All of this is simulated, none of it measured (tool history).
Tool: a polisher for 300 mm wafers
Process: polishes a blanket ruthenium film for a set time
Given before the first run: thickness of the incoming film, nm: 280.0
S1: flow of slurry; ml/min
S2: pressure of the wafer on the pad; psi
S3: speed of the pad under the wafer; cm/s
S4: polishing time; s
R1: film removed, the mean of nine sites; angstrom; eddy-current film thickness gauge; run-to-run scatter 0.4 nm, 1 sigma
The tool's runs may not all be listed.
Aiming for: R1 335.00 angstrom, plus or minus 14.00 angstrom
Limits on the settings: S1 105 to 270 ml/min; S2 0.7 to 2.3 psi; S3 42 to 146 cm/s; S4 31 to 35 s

run	hour	S1	S2	S3	S4	R1
1	0.0	175	1.5	94	35	227.62
2	4.2	175	1.7	94	35	259.39
3	10.4	175	1.8	94	35	272.51
4	17.8	175	1.9	94	35	290.51
5	19.2	175	1.9	72	35	231.87
6	27.4	180	2.0	76	35	259.30
7	35.1	185	2.1	78	35	275.20
8	42.4	185	2.2	80	35	289.92
9	51.1	185	2.2	84	35	299.85
10	52.5	185	2.2	86	35	308.72
11	59.6	185	2.2	88	35	305.20
12	64.6	185	2.2	90	35	324.48

5 next moves are on the table. One of them brings every result within its allowed miss. Which?
A	69.6	235	2.3	76	35	?
B	69.6	200	2.1	102	32	?
C	69.6	170	2.3	86	35	?
D	69.6	190	2.3	96	33	?
E	69.6	185	2.3	74	35	?

move	R1
A	298.30
B	310.47
C	315.41
D	329.52
E	284.02
A: lands further from the targets than the last run did
B: lands further from the targets than the last run did
C: lands further from the targets than the last run did
D: hits every target within its allowed miss
E: lands further from the targets than the last run did
So the answer is move D, the one that meets all the targets.

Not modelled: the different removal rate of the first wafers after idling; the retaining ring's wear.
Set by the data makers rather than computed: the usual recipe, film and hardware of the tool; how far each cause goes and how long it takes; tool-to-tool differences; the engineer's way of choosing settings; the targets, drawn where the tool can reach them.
